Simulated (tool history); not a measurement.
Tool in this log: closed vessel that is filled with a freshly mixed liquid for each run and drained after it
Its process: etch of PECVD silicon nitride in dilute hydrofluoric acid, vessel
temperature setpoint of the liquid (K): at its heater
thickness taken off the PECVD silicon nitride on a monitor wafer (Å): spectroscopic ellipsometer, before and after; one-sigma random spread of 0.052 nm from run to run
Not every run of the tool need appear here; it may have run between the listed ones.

run  hour  temperature setpoint of the liquid (K)  parts of water to one part of 49 % hydrofluoric acid (parts by volume)  time in the liquid (s)  thickness taken off the PECVD silicon nitride on a monitor wafer (Å)
  1   0.0                                  298.15                                                                     270                     700                                                                67.990
  2   7.7                                  298.65                                                                     270                     700                                                                68.448
  3  10.1                                  298.65                                                                     270                     505                                                                50.038
  4  17.5                                  298.65                                                                     270                     505                                                                50.208
     19.4  -- hydrofluoric acid flow meter replaced
  5  19.4                                  297.65                                                                     270                     505                                                                44.414
  6  20.1                                  298.15                                                                     270                     505                                                                45.130
  7  28.5                                  302.15                                                                     235                     505                                                                67.891
  8  30.0                                  302.65                                                                     235                     505                                                                68.742
  9  38.7                                  303.15                                                                     235                     505                                                                70.387

What does the tool deliver on the next run?
 10  40.4                                  303.65                                                                     235                     505                                                                     ?

thickness taken off the PECVD silicon nitride on a monitor wafer (Å): 73.102

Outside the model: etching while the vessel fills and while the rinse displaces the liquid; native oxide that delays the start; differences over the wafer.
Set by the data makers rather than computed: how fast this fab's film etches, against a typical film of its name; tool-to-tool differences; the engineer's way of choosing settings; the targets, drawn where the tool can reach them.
